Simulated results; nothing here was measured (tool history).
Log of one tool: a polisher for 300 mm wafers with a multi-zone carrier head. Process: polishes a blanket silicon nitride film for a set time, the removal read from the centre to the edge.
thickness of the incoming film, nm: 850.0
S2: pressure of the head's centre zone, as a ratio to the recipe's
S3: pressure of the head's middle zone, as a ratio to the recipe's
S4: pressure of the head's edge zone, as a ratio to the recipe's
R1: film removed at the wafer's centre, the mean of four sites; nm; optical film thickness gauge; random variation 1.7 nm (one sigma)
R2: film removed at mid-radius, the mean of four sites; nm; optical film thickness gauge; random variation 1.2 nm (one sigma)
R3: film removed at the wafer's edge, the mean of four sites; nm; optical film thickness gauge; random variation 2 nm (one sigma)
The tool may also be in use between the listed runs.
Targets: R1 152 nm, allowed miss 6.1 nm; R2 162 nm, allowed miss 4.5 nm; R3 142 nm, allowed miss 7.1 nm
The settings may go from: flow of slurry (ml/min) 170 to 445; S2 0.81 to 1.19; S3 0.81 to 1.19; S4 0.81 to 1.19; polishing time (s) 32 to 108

Run 1, hour 0: flow of slurry (ml/min) 285, S2 1, S3 1, S4 1, polishing time (s) 70. Result: R1 108.3 nm, R2 109.14 nm, R3 105.48 nm.
Run 2, hour 3.1: flow of slurry (ml/min) 295, S2 1.02, S3 1.04, S4 1.02, polishing time (s) 74. Result: R1 116.3 nm, R2 120.62 nm, R3 113.33 nm.
Run 3, hour 5.4: flow of slurry (ml/min) 305, S2 1.05, S3 1.07, S4 1.04, polishing time (s) 77. Result: R1 123.52 nm, R2 129.1 nm, R3 122.16 nm.
Run 4, hour 8.3: flow of slurry (ml/min) 310, S2 1.08, S3 1.1, S4 1.04, polishing time (s) 79. Result: R1 130.99 nm, R2 134.91 nm, R3 122.77 nm.
Run 5, hour 13.7: flow of slurry (ml/min) 310, S2 1.08, S3 1.04, S4 1.04, polishing time (s) 79. Result: R1 132.21 nm, R2 128.3 nm, R3 122.77 nm.
Run 6, hour 19: flow of slurry (ml/min) 310, S2 1.04, S3 1.04, S4 1.04, polishing time (s) 79. Result: R1 127.23 nm, R2 128.46 nm, R3 126.78 nm.
Run 7, hour 26.1: flow of slurry (ml/min) 315, S2 1.06, S3 1.07, S4 1.04, polishing time (s) 81. Result: R1 132.77 nm, R2 134.91 nm, R3 128.27 nm.
Run 8, hour 31.4: flow of slurry (ml/min) 315, S2 1.07, S3 1.1, S4 1.04, polishing time (s) 83. Result: R1 138.98 nm, R2 142.79 nm, R3 129.07 nm.

4 next moves are on the table. One of them brings every result within its allowed miss. Which?
Run A, hour 36.7: flow of slurry (ml/min) 345, S2 1.07, S3 1.1, S4 1.03, polishing time (s) 87. Result: R1 ?, R2 ?, R3 ?.
Run B, hour 36.7: flow of slurry (ml/min) 250, S2 1.06, S3 1.12, S4 0.97, polishing time (s) 96. Result: R1 ?, R2 ?, R3 ?.
Run C, hour 36.7: flow of slurry (ml/min) 320, S2 1.07, S3 1.16, S4 1.01, polishing time (s) 77. Result: R1 ?, R2 ?, R3 ?.
Run D, hour 36.7: flow of slurry (ml/min) 260, S2 1.14, S3 0.9, S4 0.99, polishing time (s) 91. Result: R1 ?, R2 ?, R3 ?.

move      R1      R2      R3
   A  147.44  149.39  136.69
   B  156.38  162.63  144.33
   C  129.66  137.55  119.46
   D  157.49  128.62  138.62
A: nearer than the last run, and not there yet
B: meets every target
C: further off than the last run
D: further off than the last run
The right move is B.
